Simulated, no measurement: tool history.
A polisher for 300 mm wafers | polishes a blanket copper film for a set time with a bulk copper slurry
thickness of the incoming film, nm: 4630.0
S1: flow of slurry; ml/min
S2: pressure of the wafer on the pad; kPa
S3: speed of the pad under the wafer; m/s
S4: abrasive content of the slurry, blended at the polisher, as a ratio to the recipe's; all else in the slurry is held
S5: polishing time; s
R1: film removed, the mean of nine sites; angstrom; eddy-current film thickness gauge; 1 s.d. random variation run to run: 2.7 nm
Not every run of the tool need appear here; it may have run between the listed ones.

run  hour   S1    S2    S3   S4  S5      R1
  1     0  225  21.4  1.16    1  45  6140.2
  2   4.5  225  21.4  1.16    1  40  5513.9
  3  10.2  275  21.4  1.16    1  40  5564.8
  4  15.7  275    20  1.12    1  40  5117.8
  5  24.3  275    20  1.12  0.9  40  5009.7
  6  25.3  275    20  1.12  0.9  45  5608.3
  7  26.1  275  18.6  1.06  0.9  45  5050.3
  8  32.6  275  17.2     1  0.9  45  4637.1

Estimate the outcome of run 9 from the log above:
  9  35.6  275  16.5  0.94  0.9  45   ?

{"run 9": {"R1": 4182.9}}
